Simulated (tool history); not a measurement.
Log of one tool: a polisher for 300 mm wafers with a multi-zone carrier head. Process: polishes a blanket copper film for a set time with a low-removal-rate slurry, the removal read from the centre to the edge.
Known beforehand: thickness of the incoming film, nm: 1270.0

run  hour  flow of slurry (ml/min)  pressure of the head's centre zone  pressure of the head's middle zone  pressure of the head's edge zone  abrasive content of the slurry  polishing time (s)  film removed at the wafer's centre (nm)  film removed at mid-radius (nm)  film removed at the wafer's edge (nm)
  1   0.0                      130                                1.00                                1.00                              1.00                            1.00                  43                                   116.04                           113.97                                 112.71
  2   8.2                      145                                1.00                                1.04                              1.05                            1.10                  43                                   121.57                           123.08                                 120.38
  3  15.8                      155                                1.01                                1.07                              1.08                            1.15                  43                                   124.20                           128.27                                 123.86
  4  20.9                      140                                1.01                                1.07                              1.08                            1.15                  43                                   119.52                           125.02                                 121.63
  5  23.2                      140                                1.01                                1.07                              1.08                            1.15                  39                                   109.59                           112.42                                 109.80
  6  30.0                      155                                1.02                                1.09                              1.10                            1.25                  40                                   118.84                           122.49                                 118.35
  7  36.1                      165                                1.02                                1.11                              1.12                            1.35                  41                                   125.48                           130.16                                 125.31
  8  40.9                      170                                1.02                                1.13                              1.14                            1.40                  42                                   131.57                           141.43                                 130.04
  9  46.1                      175                                1.02                                1.13                              1.16                            1.45                  42                                   131.72                           140.94                                 133.07

Run 10 has not been measured yet. What should we expect?
 10  54.4                      180                                1.02                                1.13                              1.17                            1.45                  42                                        ?                                ?                                      ?

{"run 10": {"film removed at the wafer's centre (nm)": 131.28, "film removed at mid-radius (nm)": 140.16, "film removed at the wafer's edge (nm)": 132.88}}

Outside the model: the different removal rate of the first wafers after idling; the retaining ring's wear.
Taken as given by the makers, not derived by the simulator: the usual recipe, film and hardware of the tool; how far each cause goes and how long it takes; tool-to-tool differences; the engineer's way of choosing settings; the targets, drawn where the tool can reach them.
